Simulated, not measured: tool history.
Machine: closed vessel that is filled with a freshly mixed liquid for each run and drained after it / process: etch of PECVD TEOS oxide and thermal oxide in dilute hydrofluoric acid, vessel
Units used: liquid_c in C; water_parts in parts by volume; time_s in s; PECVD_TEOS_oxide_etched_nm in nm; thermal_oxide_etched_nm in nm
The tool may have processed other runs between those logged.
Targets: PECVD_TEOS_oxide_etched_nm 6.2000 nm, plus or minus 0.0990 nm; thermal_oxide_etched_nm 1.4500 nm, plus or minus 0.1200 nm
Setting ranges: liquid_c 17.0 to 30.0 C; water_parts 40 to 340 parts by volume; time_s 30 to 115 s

{"run": 1, "hour": 0.0, "liquid_c": 22.0, "water_parts": 190, "time_s": 60, "PECVD_TEOS_oxide_etched_nm": 5.9482, "thermal_oxide_etched_nm": 1.3665}
{"run": 2, "hour": 3.4, "liquid_c": 22.5, "water_parts": 190, "time_s": 60, "PECVD_TEOS_oxide_etched_nm": 6.063, "thermal_oxide_etched_nm": 1.4143}
{"run": 3, "hour": 6.0, "liquid_c": 24.5, "water_parts": 190, "time_s": 60, "PECVD_TEOS_oxide_etched_nm": 6.5468, "thermal_oxide_etched_nm": 1.4904}
{"run": 4, "hour": 7.7, "liquid_c": 26.5, "water_parts": 190, "time_s": 60, "PECVD_TEOS_oxide_etched_nm": 6.9924, "thermal_oxide_etched_nm": 1.6564}
{"run": 5, "hour": 13.7, "liquid_c": 26.5, "water_parts": 190, "time_s": 45, "PECVD_TEOS_oxide_etched_nm": 5.2631, "thermal_oxide_etched_nm": 1.215}
{"run": 6, "hour": 22.6, "liquid_c": 26.5, "water_parts": 190, "time_s": 60, "PECVD_TEOS_oxide_etched_nm": 7.0888, "thermal_oxide_etched_nm": 1.609}
{"run": 7, "hour": 24.1, "liquid_c": 26.0, "water_parts": 190, "time_s": 60, "PECVD_TEOS_oxide_etched_nm": 6.8996, "thermal_oxide_etched_nm": 1.5992}
{"hour": 24.7, "done": "thermometer replaced"}
{"run": 8, "hour": 24.7, "liquid_c": 25.5, "water_parts": 190, "time_s": 60, "PECVD_TEOS_oxide_etched_nm": 6.3854, "thermal_oxide_etched_nm": 1.529}

5 candidate next runs follow, results not yet known. Just one meets every target within its allowed miss. Identify it.
{"run": "A", "hour": 25.3, "liquid_c": 28.0, "water_parts": 270, "time_s": 85, "PECVD_TEOS_oxide_etched_nm": "?", "thermal_oxide_etched_nm": "?"}
{"run": "B", "hour": 25.3, "liquid_c": 24.5, "water_parts": 215, "time_s": 70, "PECVD_TEOS_oxide_etched_nm": "?", "thermal_oxide_etched_nm": "?"}
{"run": "C", "hour": 25.3, "liquid_c": 30.0, "water_parts": 340, "time_s": 115, "PECVD_TEOS_oxide_etched_nm": "?", "thermal_oxide_etched_nm": "?"}
{"run": "D", "hour": 25.3, "liquid_c": 27.0, "water_parts": 180, "time_s": 55, "PECVD_TEOS_oxide_etched_nm": "?", "thermal_oxide_etched_nm": "?"}
{"run": "E", "hour": 25.3, "liquid_c": 23.5, "water_parts": 135, "time_s": 45, "PECVD_TEOS_oxide_etched_nm": "?", "thermal_oxide_etched_nm": "?"}

move=A PECVD_TEOS_oxide_etched_nm=6.3717 thermal_oxide_etched_nm=1.4958
move=B PECVD_TEOS_oxide_etched_nm=6.1857 thermal_oxide_etched_nm=1.4521
move=C PECVD_TEOS_oxide_etched_nm=6.7774 thermal_oxide_etched_nm=1.5910
move=D PECVD_TEOS_oxide_etched_nm=6.6117 thermal_oxide_etched_nm=1.5521
move=E PECVD_TEOS_oxide_etched_nm=6.6651 thermal_oxide_etched_nm=1.5646
A: an improvement on the last run, though not all results are within tolerance
B: all results in spec
C: further off than the last run
D: further off than the last run
E: further off than the last run
The right move is B.

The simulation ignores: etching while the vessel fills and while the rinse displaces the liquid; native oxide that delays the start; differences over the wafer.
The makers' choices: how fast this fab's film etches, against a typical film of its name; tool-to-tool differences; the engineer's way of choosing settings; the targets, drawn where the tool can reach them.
